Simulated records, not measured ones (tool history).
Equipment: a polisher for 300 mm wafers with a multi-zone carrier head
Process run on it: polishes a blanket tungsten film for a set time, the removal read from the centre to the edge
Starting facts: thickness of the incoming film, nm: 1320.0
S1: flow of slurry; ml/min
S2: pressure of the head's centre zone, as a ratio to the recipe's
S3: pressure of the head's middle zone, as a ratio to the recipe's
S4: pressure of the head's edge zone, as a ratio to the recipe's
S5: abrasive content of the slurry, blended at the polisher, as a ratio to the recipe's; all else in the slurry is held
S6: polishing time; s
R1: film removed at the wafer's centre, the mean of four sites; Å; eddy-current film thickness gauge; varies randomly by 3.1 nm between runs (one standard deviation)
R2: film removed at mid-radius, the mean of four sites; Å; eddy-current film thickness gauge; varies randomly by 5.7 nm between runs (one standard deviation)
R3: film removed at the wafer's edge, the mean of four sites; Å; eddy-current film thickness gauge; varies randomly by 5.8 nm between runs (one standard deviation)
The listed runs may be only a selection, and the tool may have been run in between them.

{"run": 1, "day": 0.0, "S1": 240, "S2": 1, "S3": 1, "S4": 1, "S5": 1, "S6": 86, "R1": 3977.5, "R2": 3686.4, "R3": 3747.4}
{"run": 2, "day": 0.046, "S1": 240, "S2": 1, "S3": 0.96, "S4": 1, "S5": 1, "S6": 86, "R1": 4034.7, "R2": 3712.7, "R3": 3784}
{"run": 3, "day": 0.112, "S1": 240, "S2": 1, "S3": 0.87, "S4": 1, "S5": 1, "S6": 86, "R1": 3937.5, "R2": 3324.1, "R3": 3696.2}
{"run": 4, "day": 0.329, "S1": 240, "S2": 1, "S3": 0.93, "S4": 1, "S5": 1, "S6": 86, "R1": 4054.3, "R2": 3520.7, "R3": 3820.9}
{"run": 5, "day": 0.617, "S1": 240, "S2": 1, "S3": 0.93, "S4": 1, "S5": 1.2, "S6": 86, "R1": 4203.3, "R2": 3570.9, "R3": 3945.6}
{"run": 6, "day": 0.912, "S1": 230, "S2": 0.96, "S3": 0.98, "S4": 1.02, "S5": 1.1, "S6": 86, "R1": 3935.6, "R2": 3702.1, "R3": 3883.4}

Run 7 is up next; what results do you expect?
{"day": 1.071, "done": "centre zone pressure recalibrated"}
{"run": 7, "day": 1.071, "S1": 220, "S2": 0.93, "S3": 1.02, "S4": 1.05, "S5": 1.05, "S6": 86, "R1": "?", "R2": "?", "R3": "?"}

{"run 7": {"R1": 3484.2, "R2": 3812.9, "R3": 3883.9}}

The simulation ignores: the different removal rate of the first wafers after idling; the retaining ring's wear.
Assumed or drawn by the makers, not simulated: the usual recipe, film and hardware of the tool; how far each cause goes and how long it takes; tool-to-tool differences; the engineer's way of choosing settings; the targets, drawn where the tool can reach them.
